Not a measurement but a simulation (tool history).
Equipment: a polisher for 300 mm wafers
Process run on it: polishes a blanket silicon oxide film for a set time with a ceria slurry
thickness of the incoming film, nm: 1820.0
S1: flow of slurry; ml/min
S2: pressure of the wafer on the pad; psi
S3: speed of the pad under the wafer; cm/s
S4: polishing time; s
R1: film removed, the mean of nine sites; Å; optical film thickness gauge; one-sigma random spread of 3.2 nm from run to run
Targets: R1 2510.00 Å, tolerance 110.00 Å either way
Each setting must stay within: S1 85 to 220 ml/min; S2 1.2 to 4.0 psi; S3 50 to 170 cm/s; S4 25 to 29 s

| run | hour | S1 | S2 | S3 | S4 | R1 |
|---|---|---|---|---|---|---|
| 1 | 0.0 | 140 | 2.6 | 110 | 29 | 1214.90 |
| 2 | 2.5 | 145 | 2.8 | 114 | 29 | 1391.10 |
| 3 | 3.5 | 145 | 2.8 | 104 | 29 | 1256.60 |
| 4 | 9.9 | 145 | 2.8 | 114 | 29 | 1392.80 |
| 5 | 13.7 | 145 | 2.3 | 114 | 29 | 1132.80 |
| 6 | 16.3 | 150 | 2.6 | 116 | 29 | 1327.20 |
|  | 18.0 | head pressure recalibrated |
| 7 | 18.0 | 155 | 2.8 | 116 | 29 | 1618.70 |
| 8 | 22.8 | 165 | 2.8 | 116 | 29 | 1531.60 |

Which one of the following 5 next-run settings gets every result inside its allowed miss? There is exactly one.
| A | 27.6 | 170 | 3.2 | 134 | 28 | ? |
| B | 27.6 | 190 | 2.3 | 110 | 25 | ? |
| C | 27.6 | 170 | 1.6 | 122 | 25 | ? |
| D | 27.6 | 170 | 3.4 | 150 | 29 | ? |
| E | 27.6 | 145 | 2.5 | 72 | 25 | ? |

| move | R1 |
|---|---|
| A | 2034.50 |
| B | 1102.60 |
| C | 849.28 |
| D | 2496.00 |
| E | 768.33 |
A: an improvement on the last run, though not all results are within tolerance
B: the biggest miss grows against the last run
C: the biggest miss grows against the last run
D: meets every target
E: the biggest miss grows against the last run
Correct choice: D, which meets every target
